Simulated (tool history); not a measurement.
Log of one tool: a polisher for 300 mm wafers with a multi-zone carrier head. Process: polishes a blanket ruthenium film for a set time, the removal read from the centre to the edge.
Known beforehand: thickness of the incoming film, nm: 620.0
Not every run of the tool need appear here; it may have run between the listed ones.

| run | hour | flow of slurry (ml/min) | pressure of the head's centre zone | pressure of the head's middle zone | pressure of the head's edge zone | polishing time (s) | film removed at the wafer's centre (angstrom) | film removed at mid-radius (angstrom) | film removed at the wafer's edge (angstrom) |
|---|---|---|---|---|---|---|---|---|---|
| 1 | 0.0 | 310 | 1.00 | 1.00 | 1.00 | 64 | 868.01 | 865.11 | 906.17 |
| 2 | 4.1 | 240 | 1.00 | 1.00 | 1.00 | 64 | 837.75 | 862.48 | 864.87 |
| 3 | 7.7 | 240 | 1.00 | 1.00 | 1.00 | 55 | 728.12 | 725.56 | 750.07 |
| 4 | 11.1 | 300 | 1.00 | 1.00 | 1.00 | 55 | 738.02 | 744.83 | 752.86 |
| 5 | 13.1 | 295 | 0.97 | 0.96 | 1.01 | 53 | 692.52 | 689.00 | 719.69 |
| 6 | 22.0 | 295 | 1.05 | 0.96 | 1.01 | 53 | 752.24 | 698.04 | 743.88 |
| 7 | 26.2 | 295 | 1.01 | 0.93 | 1.04 | 52 | 712.97 | 664.70 | 743.49 |
| 8 | 29.1 | 290 | 0.98 | 0.90 | 1.04 | 51 | 674.26 | 630.46 | 722.02 |
| 9 | 32.2 | 285 | 0.95 | 0.88 | 1.04 | 50 | 629.84 | 614.89 | 710.46 |
| 10 | 33.1 | 285 | 0.95 | 0.87 | 1.04 | 49 | 637.85 | 592.27 | 691.57 |
| 11 | 41.0 | 280 | 0.93 | 0.86 | 1.04 | 49 | 612.16 | 586.86 | 695.25 |

For run 12, what comes out?
| 12 | 50.0 | 280 | 0.92 | 0.85 | 1.03 | 49 | ? | ? | ? |

{"run 12": {"film removed at the wafer's centre (angstrom)": 606.94, "film removed at mid-radius (angstrom)": 575.8, "film removed at the wafer's edge (angstrom)": 707.54}}
